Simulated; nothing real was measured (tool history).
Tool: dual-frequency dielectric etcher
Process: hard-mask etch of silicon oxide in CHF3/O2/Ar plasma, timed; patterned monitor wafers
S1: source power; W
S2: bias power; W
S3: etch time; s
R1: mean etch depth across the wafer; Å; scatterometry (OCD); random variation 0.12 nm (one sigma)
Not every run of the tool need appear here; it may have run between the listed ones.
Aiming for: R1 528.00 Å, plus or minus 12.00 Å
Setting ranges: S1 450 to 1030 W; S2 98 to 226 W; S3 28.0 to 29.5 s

run 1 day=0.000 | S1=740 S2=162 S3=28.0 | R1=597.85
run 2 day=0.138 | S1=710 S2=160 S3=28.0 | R1=588.67
run 3 day=0.367 | S1=680 S2=158 S3=28.0 | R1=578.76
run 4 day=0.450 | S1=750 S2=158 S3=28.0 | R1=593.18
run 5 day=0.500 | S1=710 S2=154 S3=28.0 | R1=579.61
run 6 day=0.675 | S1=710 S2=154 S3=29.5 | R1=610.95
run 7 day=0.838 | S1=680 S2=150 S3=29.5 | R1=595.98
run 8 day=0.988 | S1=650 S2=148 S3=29.5 | R1=585.82
run 9 day=1.204 | S1=620 S2=146 S3=29.5 | R1=574.52
run 10 day=1.312 | S1=600 S2=145 S3=29.5 | R1=569.11
run 11 day=1.617 | S1=580 S2=144 S3=29.5 | R1=562.16
run 12 day=1.796 | S1=560 S2=143 S3=29.5 | R1=557.78
run 13 day=2.158 | S1=550 S2=142 S3=29.5 | R1=551.81
run 14 day=2.433 | S1=540 S2=141 S3=29.5 | R1=549.78
run 15 day=2.729 | S1=530 S2=140 S3=29.5 | R1=545.13

5 candidate next runs follow, results not yet known. Just one meets every target within its allowed miss. Identify it.
run A day=3.025 | S1=490 S2=165 S3=28.5 | R1=?
run B day=3.025 | S1=610 S2=153 S3=29.5 | R1=?
run C day=3.025 | S1=710 S2=134 S3=29.5 | R1=?
run D day=3.025 | S1=450 S2=161 S3=28.0 | R1=?
run E day=3.025 | S1=580 S2=143 S3=29.5 | R1=?

move=A R1=555.81
move=B R1=585.57
move=C R1=574.54
move=D R1=530.55
move=E R1=562.01
A: its largest miss is bigger than the last run's
B: its largest miss is bigger than the last run's
C: its largest miss is bigger than the last run's
D: meets every target
E: its largest miss is bigger than the last run's
Go with D: it meets all targets.

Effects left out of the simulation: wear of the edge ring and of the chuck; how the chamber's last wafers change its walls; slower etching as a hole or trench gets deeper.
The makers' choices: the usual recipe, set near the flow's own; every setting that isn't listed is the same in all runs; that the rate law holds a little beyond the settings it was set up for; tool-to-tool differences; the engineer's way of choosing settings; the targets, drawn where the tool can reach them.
